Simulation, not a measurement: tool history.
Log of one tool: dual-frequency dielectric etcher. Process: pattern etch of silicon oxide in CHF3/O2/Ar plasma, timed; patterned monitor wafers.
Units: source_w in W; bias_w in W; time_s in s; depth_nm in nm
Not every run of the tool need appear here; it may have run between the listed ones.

{"run": 1, "day": 0.0, "source_w": 510, "bias_w": 155, "time_s": 226.5, "depth_nm": 392.17}
{"run": 2, "day": 0.354, "source_w": 600, "bias_w": 155, "time_s": 226.5, "depth_nm": 425.17}
{"run": 3, "day": 0.717, "source_w": 530, "bias_w": 151, "time_s": 226, "depth_nm": 397.16}
{"run": 4, "day": 0.871, "source_w": 530, "bias_w": 151, "time_s": 226.5, "depth_nm": 396.96}
{"run": 5, "day": 0.967, "source_w": 480, "bias_w": 148, "time_s": 226, "depth_nm": 376.95}
{"run": 6, "day": 1.092, "source_w": 480, "bias_w": 148, "time_s": 226.5, "depth_nm": 379.59}

Run 7 comes next. What will it give?
{"run": 7, "day": 1.35, "source_w": 450, "bias_w": 146, "time_s": 226, "depth_nm": "?"}

depth_nm: 363.67 nm
